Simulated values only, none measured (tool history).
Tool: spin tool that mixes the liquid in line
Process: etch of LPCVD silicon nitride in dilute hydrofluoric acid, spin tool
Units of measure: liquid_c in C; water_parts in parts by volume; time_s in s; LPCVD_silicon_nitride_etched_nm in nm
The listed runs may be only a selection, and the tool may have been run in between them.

run  hour  liquid_c  water_parts  time_s  LPCVD_silicon_nitride_etched_nm
  1   0.0      25.0          235     300                          0.75633
  2   1.8      24.5          260     300                          0.58933
  3   9.8      24.0          270     300                          0.62645
  4  15.8      23.5          295     300                          0.52531
  5  20.2      26.5          295     300                          0.61630
  6  21.6      26.0          310     300                          0.60191

Run 7 is up next; what results do you expect?
  7  28.3      25.5          325     300                                ?

LPCVD_silicon_nitride_etched_nm: 0.55904 nm
